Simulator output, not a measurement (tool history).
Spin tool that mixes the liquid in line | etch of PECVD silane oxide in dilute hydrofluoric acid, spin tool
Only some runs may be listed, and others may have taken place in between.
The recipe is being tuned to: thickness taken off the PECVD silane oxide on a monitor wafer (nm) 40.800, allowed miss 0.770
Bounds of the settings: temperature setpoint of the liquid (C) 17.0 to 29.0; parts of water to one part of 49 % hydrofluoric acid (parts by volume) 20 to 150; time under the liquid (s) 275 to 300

run	hour	temperature setpoint of the liquid (C)	parts of water to one part of 49 % hydrofluoric acid (parts by volume)	time under the liquid (s)	thickness taken off the PECVD silane oxide on a monitor wafer (nm)
1	0.0	21.0	85	275	66.430
2	4.7	20.0	95	275	55.741
3	9.0	22.5	95	275	61.237
4	17.7	21.0	100	275	54.970
5	25.8	20.0	105	275	49.649
6	28.3	22.0	105	275	53.821
7	36.7	20.5	105	275	50.959
8	45.2	17.0	115	275	39.788

5 candidate next runs follow, results not yet known. Just one meets every target within its allowed miss. Identify it.
A	53.7	17.5	120	275	?
B	53.7	17.0	115	280	?
C	53.7	18.5	115	275	?
D	53.7	17.5	110	275	?
E	53.7	17.0	120	280	?

move	thickness taken off the PECVD silane oxide on a monitor wafer (nm)
A	38.719
B	40.495
C	42.328
D	42.676
E	38.611
A: its largest miss is bigger than the last run's
B: every result within its allowed miss
C: moves the result that the last run missed by most past its target, out the other side
D: moves the result that the last run missed by most past its target, out the other side
E: its largest miss is bigger than the last run's
The move that meets every target is B.

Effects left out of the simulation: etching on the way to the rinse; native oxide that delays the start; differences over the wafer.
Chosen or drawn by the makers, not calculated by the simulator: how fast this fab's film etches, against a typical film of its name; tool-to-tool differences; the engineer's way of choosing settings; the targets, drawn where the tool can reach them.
